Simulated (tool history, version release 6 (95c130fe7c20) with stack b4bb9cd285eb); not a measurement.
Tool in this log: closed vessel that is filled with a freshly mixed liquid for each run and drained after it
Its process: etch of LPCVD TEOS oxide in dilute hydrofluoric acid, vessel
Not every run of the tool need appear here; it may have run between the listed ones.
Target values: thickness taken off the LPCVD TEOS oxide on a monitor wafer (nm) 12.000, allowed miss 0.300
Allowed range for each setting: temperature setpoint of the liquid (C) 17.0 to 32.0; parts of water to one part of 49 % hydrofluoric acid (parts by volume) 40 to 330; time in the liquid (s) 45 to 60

run,hour,temperature setpoint of the liquid (C),parts of water to one part of 49 % hydrofluoric acid (parts by volume),time in the liquid (s),thickness taken off the LPCVD TEOS oxide on a monitor wafer (nm)
1,0.0,24.0,185,60,15.900
2,1.1,24.0,185,60,15.901
3,8.3,23.0,185,60,15.279
4,15.4,25.0,185,60,16.426
5,22.0,25.0,185,45,12.370
6,30.0,25.0,160,45,14.689
7,36.0,25.0,165,45,14.200
8,39.4,25.0,170,45,13.704
9,42.1,25.0,175,45,13.262
10,50.1,25.0,185,45,12.374

Exactly one of the 4 candidate moves below puts every result within its allowed miss. Which one?
A,58.1,24.5,195,45,?
B,58.1,23.5,180,45,?
C,58.1,25.5,220,50,?
D,58.1,25.5,180,45,?

move,thickness taken off the LPCVD TEOS oxide on a monitor wafer (nm)
A,11.338
B,12.029
C,11.269
D,12.960
A: the result that was furthest off in the last run now lies on the other side of its target
B: hits every target within its allowed miss
C: the result that was furthest off in the last run now lies on the other side of its target
D: moves away from the targets compared with the last run
So the answer is move B, the one that meets all the targets.
